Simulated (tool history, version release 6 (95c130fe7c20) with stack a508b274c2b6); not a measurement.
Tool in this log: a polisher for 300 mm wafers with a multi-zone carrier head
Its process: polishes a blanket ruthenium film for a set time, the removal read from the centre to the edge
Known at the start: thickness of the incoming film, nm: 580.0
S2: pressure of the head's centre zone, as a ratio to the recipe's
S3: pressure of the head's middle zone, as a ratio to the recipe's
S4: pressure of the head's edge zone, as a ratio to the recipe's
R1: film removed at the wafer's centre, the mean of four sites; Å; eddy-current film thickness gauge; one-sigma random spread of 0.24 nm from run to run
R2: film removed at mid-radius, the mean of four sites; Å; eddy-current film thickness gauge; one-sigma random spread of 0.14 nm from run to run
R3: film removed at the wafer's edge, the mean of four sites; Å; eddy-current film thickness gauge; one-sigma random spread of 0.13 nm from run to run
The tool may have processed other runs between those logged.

Run 1, hour 0.0: flow of slurry (ml/min) 255, S2 1.00, S3 1.00, S4 1.00, polishing time (s) 34. Result: R1 254.89 Å, R2 250.42 Å, R3 251.61 Å.
Run 2, hour 2.1: flow of slurry (ml/min) 255, S2 0.92, S3 1.00, S4 1.00, polishing time (s) 34. Result: R1 236.06 Å, R2 248.54 Å, R3 250.06 Å.
Run 3, hour 10.3: flow of slurry (ml/min) 255, S2 0.99, S3 1.00, S4 1.00, polishing time (s) 34. Result: R1 249.30 Å, R2 248.64 Å, R3 249.47 Å.
Run 4, hour 12.5: flow of slurry (ml/min) 255, S2 0.99, S3 1.02, S4 0.95, polishing time (s) 30. Result: R1 222.07 Å, R2 224.84 Å, R3 215.52 Å.
Run 5, hour 20.9: flow of slurry (ml/min) 255, S2 0.99, S3 1.02, S4 0.89, polishing time (s) 30. Result: R1 219.15 Å, R2 220.17 Å, R3 211.04 Å.
Run 6, hour 25.9: flow of slurry (ml/min) 255, S2 0.99, S3 1.02, S4 0.83, polishing time (s) 30. Result: R1 221.56 Å, R2 222.88 Å, R3 202.74 Å.
Run 7, hour 33.3: flow of slurry (ml/min) 245, S2 0.97, S3 1.08, S4 0.81, polishing time (s) 22. Result: R1 164.91 Å, R2 170.54 Å, R3 146.53 Å.

The next listed run, before its measurement:
Run 8, hour 39.4: flow of slurry (ml/min) 270, S2 0.97, S3 1.09, S4 0.84, polishing time (s) 22. Result: R1 ?, R2 ?, R3 ?.

{"run 8": {"R1": 165.28, "R2": 173.39, "R3": 150.26}}
